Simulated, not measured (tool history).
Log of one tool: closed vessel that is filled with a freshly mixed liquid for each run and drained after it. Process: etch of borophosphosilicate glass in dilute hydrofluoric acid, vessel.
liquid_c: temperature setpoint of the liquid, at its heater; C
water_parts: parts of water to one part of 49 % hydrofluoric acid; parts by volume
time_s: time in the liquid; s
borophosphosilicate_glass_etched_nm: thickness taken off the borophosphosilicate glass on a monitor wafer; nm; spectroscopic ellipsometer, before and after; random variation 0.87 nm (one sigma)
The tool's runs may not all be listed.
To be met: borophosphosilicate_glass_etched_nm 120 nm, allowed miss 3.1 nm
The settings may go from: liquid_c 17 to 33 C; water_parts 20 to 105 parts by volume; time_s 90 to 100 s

| run | hour | liquid_c | water_parts | time_s | borophosphosilicate_glass_etched_nm |
|---|---|---|---|---|---|
| 1 | 0 | 25 | 55 | 90 | 85.423 |
| 2 | 6.3 | 26.5 | 55 | 90 | 91.418 |
| 3 | 14.5 | 26.5 | 55 | 100 | 101.48 |
| 4 | 23.3 | 30 | 55 | 100 | 114.75 |
| 5 | 25.6 | 30 | 55 | 100 | 115.33 |
| 6 | 27.2 | 30 | 40 | 100 | 163.06 |
| 7 | 32.7 | 28 | 40 | 100 | 150.92 |
| 8 | 37.8 | 26.5 | 40 | 100 | 142.43 |
| 9 | 45.7 | 25.5 | 40 | 100 | 136.67 |
| 10 | 47.7 | 25 | 40 | 100 | 133.56 |
| 11 | 49.8 | 24.5 | 40 | 100 | 131.56 |
| 12 | 57.3 | 24 | 40 | 100 | 128.5 |
| 13 | 62.6 | 23.5 | 40 | 100 | 125.78 |

Which of these 4 next moves meets every target?
| A | 67.9 | 25.5 | 45 | 100 | ? |
| B | 67.9 | 22 | 35 | 100 | ? |
| C | 67.9 | 22.5 | 35 | 95 | ? |
| D | 67.9 | 25 | 40 | 100 | ? |

| move | borophosphosilicate_glass_etched_nm |
|---|---|
| A | 120.2 |
| B | 135.41 |
| C | 131.38 |
| D | 133.4 |
A: meets every target
B: further off than the last run
C: further off than the last run
D: further off than the last run
Move A is the one to make.
